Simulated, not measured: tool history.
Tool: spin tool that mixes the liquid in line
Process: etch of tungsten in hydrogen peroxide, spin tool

run,hour,temperature setpoint of the liquid (K),concentration of hydrogen peroxide in the mixed liquid (% by weight),time under the liquid (s),thickness taken off the tungsten on a monitor wafer (nm)
1,0,328.15,24.5,50,70.808
2,5,321.15,24.5,50,45.467
3,12.1,321.15,24.5,55,50.473
4,12.7,324.15,24.5,55,59.928
5,19.3,328.15,24.5,55,77.118
6,22.4,330.15,24.5,55,87.264

The next listed run, before its measurement:
7,28.2,331.65,24.5,55,?

Run 7 gave thickness taken off the tungsten on a monitor wafer (nm) 94.819.

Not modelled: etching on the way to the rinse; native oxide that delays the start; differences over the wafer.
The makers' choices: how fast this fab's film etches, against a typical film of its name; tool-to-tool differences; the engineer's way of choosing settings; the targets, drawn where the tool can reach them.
